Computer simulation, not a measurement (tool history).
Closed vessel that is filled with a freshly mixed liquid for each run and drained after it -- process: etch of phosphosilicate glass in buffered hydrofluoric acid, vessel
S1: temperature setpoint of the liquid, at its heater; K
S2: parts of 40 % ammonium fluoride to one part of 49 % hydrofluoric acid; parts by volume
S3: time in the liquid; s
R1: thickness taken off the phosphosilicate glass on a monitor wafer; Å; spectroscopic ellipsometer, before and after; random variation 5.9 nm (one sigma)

{"run": 1, "day": 0.0, "S1": 296.15, "S2": 7.5, "S3": 95, "R1": 5703.1}
{"run": 2, "day": 0.158, "S1": 296.65, "S2": 7.5, "S3": 95, "R1": 5959.0}
{"run": 3, "day": 0.312, "S1": 296.65, "S2": 6.0, "S3": 95, "R1": 7213.6}
{"run": 4, "day": 0.4, "S1": 300.15, "S2": 6.0, "S3": 95, "R1": 8569.6}
{"run": 5, "day": 0.629, "S1": 299.15, "S2": 6.0, "S3": 95, "R1": 8147.8}
{"run": 6, "day": 0.938, "S1": 299.15, "S2": 6.0, "S3": 105, "R1": 9237.1}

Run 7 has not been measured yet. What should we expect?
{"run": 7, "day": 1.0, "S1": 298.15, "S2": 6.0, "S3": 105, "R1": "?"}

R1: 8715.8 Å
